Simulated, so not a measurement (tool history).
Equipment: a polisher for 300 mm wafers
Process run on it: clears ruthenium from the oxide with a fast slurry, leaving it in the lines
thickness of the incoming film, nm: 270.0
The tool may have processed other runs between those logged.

run,hour,flow of slurry (ml/min),pressure of the wafer on the pad (psi),speed of the pad under the wafer (m/s),abrasive content of the slurry,overpolish time after the end point (s),time until the end point was called (s),dishing of a wide line in a test structure (angstrom)
1,0,305,2.5,1.26,1,18,61.796,595.68
2,2.9,305,2.5,1.26,1,19,62.66,635.38
3,5.9,305,2,1.26,1,19,74.651,517.87
4,12.4,305,2,1.26,0.8,19,85.692,465.44
5,19.1,305,2,1.26,0.9,19,79.737,476.19
6,24.6,305,2.1,1.26,0.9,20,75.167,523.84

Run 7 comes next. What will it give?
7,31.2,305,2.2,1.26,0.9,21,?,?

Run 7 yielded time until the end point was called (s) 70.764, dishing of a wide line in a test structure (angstrom) 591.85.

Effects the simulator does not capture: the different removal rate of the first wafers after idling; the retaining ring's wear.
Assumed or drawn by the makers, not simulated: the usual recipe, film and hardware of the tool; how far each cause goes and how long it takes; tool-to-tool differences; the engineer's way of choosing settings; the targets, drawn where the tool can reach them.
